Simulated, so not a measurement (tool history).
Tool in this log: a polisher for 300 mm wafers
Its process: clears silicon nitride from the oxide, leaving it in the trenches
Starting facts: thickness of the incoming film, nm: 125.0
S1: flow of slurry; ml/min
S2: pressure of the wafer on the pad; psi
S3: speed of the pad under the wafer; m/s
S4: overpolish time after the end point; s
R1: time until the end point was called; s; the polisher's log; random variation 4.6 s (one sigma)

run,hour,S1,S2,S3,S4,R1
1,0.0,300,3.3,1.28,11,129.01
2,7.8,300,3.0,1.24,11,143.67
3,9.8,300,3.0,1.06,11,165.83
4,15.6,300,3.0,0.88,11,199.70
5,18.3,300,3.0,0.88,11,204.16
6,21.5,300,3.6,0.88,11,162.00

The next listed run, before its measurement:
7,26.6,300,3.3,0.88,11,?

Run 7 measured R1 185.38 s.
